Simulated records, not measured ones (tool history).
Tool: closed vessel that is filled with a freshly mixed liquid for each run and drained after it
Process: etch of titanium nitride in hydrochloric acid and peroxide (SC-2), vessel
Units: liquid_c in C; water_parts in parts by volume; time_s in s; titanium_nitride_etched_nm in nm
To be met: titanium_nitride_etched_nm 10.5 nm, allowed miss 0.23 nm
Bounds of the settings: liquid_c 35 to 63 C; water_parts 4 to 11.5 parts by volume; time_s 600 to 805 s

run,hour,liquid_c,water_parts,time_s,titanium_nitride_etched_nm
1,0,47,6.5,805,15.162
2,6.7,45.5,6.5,805,13.724
3,15.4,45.5,8,805,11.675
4,24.4,43,8,805,9.773
5,29,37.5,8,805,6.6043
6,33.7,39,8,805,7.3715
7,42.4,40.5,8,805,8.1532
8,47.3,41.5,8,805,8.8612
9,50.7,41.5,8,805,8.8126
10,55.3,44.5,8,805,10.844

Which of these 5 next moves meets every target?
A,59.9,43,8,805,?
B,59.9,47.5,7,600,?
C,59.9,44,7,730,?
D,59.9,44.5,7.5,790,?
E,59.9,44,8.5,790,?

move,titanium_nitride_etched_nm
A,9.75
B,10.999
C,10.53
D,11.176
E,9.7679
A: takes the result that was furthest off past its target
B: further off than the last run
C: meets every target
D: further off than the last run
E: takes the result that was furthest off past its target
Answer: C
